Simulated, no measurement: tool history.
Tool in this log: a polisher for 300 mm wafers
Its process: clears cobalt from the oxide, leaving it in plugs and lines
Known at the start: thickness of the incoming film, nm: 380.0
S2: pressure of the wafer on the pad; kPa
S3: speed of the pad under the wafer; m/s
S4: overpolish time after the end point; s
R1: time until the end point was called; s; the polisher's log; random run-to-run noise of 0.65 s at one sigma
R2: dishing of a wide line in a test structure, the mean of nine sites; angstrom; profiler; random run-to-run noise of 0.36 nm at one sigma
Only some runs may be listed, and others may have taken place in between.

run 1 day=0.000 | flow_of_slurry_(ml/min)=205 S2=10.3 S3=1.20 S4=13 | R1=78.090 R2=270.42
run 2 day=0.121 | flow_of_slurry_(ml/min)=240 S2=10.3 S3=1.20 S4=13 | R1=76.150 R2=269.95
run 3 day=0.288 | flow_of_slurry_(ml/min)=210 S2=10.3 S3=1.20 S4=13 | R1=78.522 R2=271.97
run 4 day=0.596 | flow_of_slurry_(ml/min)=175 S2=10.3 S3=1.20 S4=13 | R1=81.381 R2=267.30
run 5 day=0.775 | flow_of_slurry_(ml/min)=175 S2=11.0 S3=1.20 S4=13 | R1=76.112 R2=292.16
run 6 day=1.012 | flow_of_slurry_(ml/min)=175 S2=13.1 S3=1.20 S4=13 | R1=64.452 R2=294.19
run 7 day=1.300 | flow_of_slurry_(ml/min)=220 S2=13.1 S3=1.16 S4=10 | R1=63.774 R2=273.43
run 8 day=1.496 | flow_of_slurry_(ml/min)=250 S2=11.7 S3=1.20 S4=8 | R1=67.852 R2=225.56
run 9 day=1.842 | flow_of_slurry_(ml/min)=270 S2=11.0 S3=1.26 S4=7 | R1=67.098 R2=218.16

What will run 10 give?
run 10 day=2.008 | flow_of_slurry_(ml/min)=285 S2=10.3 S3=1.32 S4=6 | R1=? R2=?

{"run 10": {"R1": 69.967, "R2": 199.5}}

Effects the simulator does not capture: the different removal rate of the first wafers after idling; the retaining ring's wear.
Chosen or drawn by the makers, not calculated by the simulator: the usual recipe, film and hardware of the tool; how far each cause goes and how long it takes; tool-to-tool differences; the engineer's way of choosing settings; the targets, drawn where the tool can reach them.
